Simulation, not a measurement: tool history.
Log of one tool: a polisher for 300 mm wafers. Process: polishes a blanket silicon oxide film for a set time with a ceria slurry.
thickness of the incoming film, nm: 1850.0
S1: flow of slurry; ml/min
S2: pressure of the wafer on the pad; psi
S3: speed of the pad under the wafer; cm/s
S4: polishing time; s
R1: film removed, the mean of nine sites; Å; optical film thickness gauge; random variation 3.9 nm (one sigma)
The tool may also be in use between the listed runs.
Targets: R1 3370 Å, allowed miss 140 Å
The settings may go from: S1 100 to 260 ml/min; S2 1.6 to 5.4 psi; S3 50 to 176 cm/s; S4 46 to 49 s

Run 1, day 0: S1 165 ml/min, S2 3.5 psi, S3 112 cm/s, S4 46 s. Result: R1 2599.4 Å.
Run 2, day 0.054: S1 165 ml/min, S2 3.5 psi, S3 112 cm/s, S4 49 s. Result: R1 2772.7 Å.
Run 3, day 0.133: S1 165 ml/min, S2 3.5 psi, S3 128 cm/s, S4 49 s. Result: R1 3062.8 Å.
Run 4, day 0.167: S1 165 ml/min, S2 3.6 psi, S3 128 cm/s, S4 49 s. Result: R1 3151.9 Å.
Run 5, day 0.3: S1 165 ml/min, S2 3.6 psi, S3 128 cm/s, S4 46 s. Result: R1 2956.5 Å.
Run 6, day 0.325: S1 165 ml/min, S2 3.7 psi, S3 128 cm/s, S4 46 s. Result: R1 2979.3 Å.
Run 7, day 0.662: S1 165 ml/min, S2 3.7 psi, S3 128 cm/s, S4 46 s. Result: R1 3051.1 Å.
Run 8, day 0.875: S1 165 ml/min, S2 3.8 psi, S3 128 cm/s, S4 46 s. Result: R1 3083.8 Å.
Run 9, day 1.071: S1 165 ml/min, S2 3.9 psi, S3 128 cm/s, S4 46 s. Result: R1 3086.3 Å.

5 next moves are on the table. One of them brings every result within its allowed miss. Which?
Run A, day 1.267: S1 130 ml/min, S2 3.9 psi, S3 118 cm/s, S4 46 s. Result: R1 ?.
Run B, day 1.267: S1 145 ml/min, S2 3.8 psi, S3 114 cm/s, S4 46 s. Result: R1 ?.
Run C, day 1.267: S1 145 ml/min, S2 3.6 psi, S3 126 cm/s, S4 46 s. Result: R1 ?.
Run D, day 1.267: S1 130 ml/min, S2 3.9 psi, S3 116 cm/s, S4 46 s. Result: R1 ?.
Run E, day 1.267: S1 170 ml/min, S2 4 psi, S3 136 cm/s, S4 46 s. Result: R1 ?.

move      R1
   A  2876.2
   B  2785.2
   C  2861.4
   D  2838.7
   E  3436.8
A: further off than the last run
B: further off than the last run
C: further off than the last run
D: further off than the last run
E: meets every target
The right move is E.

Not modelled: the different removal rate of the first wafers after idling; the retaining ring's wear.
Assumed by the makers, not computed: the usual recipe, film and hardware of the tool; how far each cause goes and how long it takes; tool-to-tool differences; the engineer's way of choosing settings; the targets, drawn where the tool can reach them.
